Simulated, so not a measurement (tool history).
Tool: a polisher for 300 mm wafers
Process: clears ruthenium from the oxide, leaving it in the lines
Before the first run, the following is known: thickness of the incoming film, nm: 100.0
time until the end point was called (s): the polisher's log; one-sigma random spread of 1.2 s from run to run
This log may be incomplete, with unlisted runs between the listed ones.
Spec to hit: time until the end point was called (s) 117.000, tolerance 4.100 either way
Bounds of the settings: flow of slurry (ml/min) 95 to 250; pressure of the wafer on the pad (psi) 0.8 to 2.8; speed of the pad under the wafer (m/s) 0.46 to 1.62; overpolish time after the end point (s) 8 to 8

run  hour  flow of slurry (ml/min)  pressure of the wafer on the pad (psi)  speed of the pad under the wafer (m/s)  overpolish time after the end point (s)  time until the end point was called (s)
  1   0.0                      160                                     1.8                                    1.04                                        8                                   95.879
  2   6.7                      195                                     1.8                                    1.04                                        8                                   94.457
  3  11.0                      195                                     1.8                                    1.04                                        8                                   93.803
  4  19.5                      195                                     1.8                                    1.30                                        8                                   78.120
  5  20.9                      195                                     1.8                                    1.52                                        8                                   70.159
  6  24.0                      195                                     1.6                                    1.52                                        8                                   77.824
  7  29.9                      195                                     1.5                                    1.52                                        8                                   82.492
  8  32.4                      195                                     1.4                                    1.52                                        8                                   87.679
  9  41.4                      175                                     0.9                                    1.50                                        8                                  136.180
 10  42.0                      185                                     0.9                                    1.50                                        8                                  137.600
 11  44.4                      185                                     1.2                                    1.50                                        8                                  104.820

Next run, 4 choices. One meets every target within its allowed miss, the rest don't. Which?
  A  46.8                      185                                     1.2                                    1.32                                        8                                        ?
  B  46.8                      185                                     1.0                                    1.42                                        8                                        ?
  C  46.8                      145                                     1.4                                    1.58                                        8                                        ?
  D  46.8                      200                                     1.3                                    1.48                                        8                                        ?

move  time until the end point was called (s)
   A                                  115.580
   B                                  129.630
   C                                   89.871
   D                                   96.511
A: meets every target
B: takes the biggest miss from the last run beyond its target
C: further off than the last run
D: further off than the last run
So the answer is move A, the one that meets all the targets.
